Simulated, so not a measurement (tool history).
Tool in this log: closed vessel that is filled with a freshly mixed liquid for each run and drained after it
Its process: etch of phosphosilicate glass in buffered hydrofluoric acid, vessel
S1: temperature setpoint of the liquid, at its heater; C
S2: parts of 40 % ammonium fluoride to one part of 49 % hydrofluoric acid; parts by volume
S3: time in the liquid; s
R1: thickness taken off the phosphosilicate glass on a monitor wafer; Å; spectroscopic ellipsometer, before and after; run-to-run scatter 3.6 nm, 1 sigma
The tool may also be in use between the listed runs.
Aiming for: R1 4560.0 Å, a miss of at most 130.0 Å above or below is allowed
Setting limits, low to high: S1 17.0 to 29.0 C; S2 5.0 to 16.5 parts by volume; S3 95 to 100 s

run,hour,S1,S2,S3,R1
1,0.0,21.0,10.0,95,5275.2
2,5.6,21.0,10.0,100,5418.6
3,11.8,20.5,10.0,100,5254.4
4,14.9,20.5,7.0,100,7550.4
5,23.2,17.0,7.0,100,6097.9
6,31.2,17.0,5.0,100,8240.7
7,37.7,17.0,6.0,100,6872.4
8,40.1,17.0,7.0,100,6145.7
9,47.7,17.0,10.0,100,4362.8

5 candidate next runs follow, results not yet known. Just one meets every target within its allowed miss. Identify it.
A,55.3,17.0,9.5,100,?
B,55.3,17.0,10.0,95,?
C,55.3,19.5,11.5,95,?
D,55.3,17.5,10.0,95,?
E,55.3,17.0,10.5,95,?

move,R1
A,4488.7
B,4128.4
C,4150.5
D,4247.9
E,3936.8
A: each result inside its tolerance
B: moves away from the targets compared with the last run
C: moves away from the targets compared with the last run
D: moves away from the targets compared with the last run
E: moves away from the targets compared with the last run
Answer: A
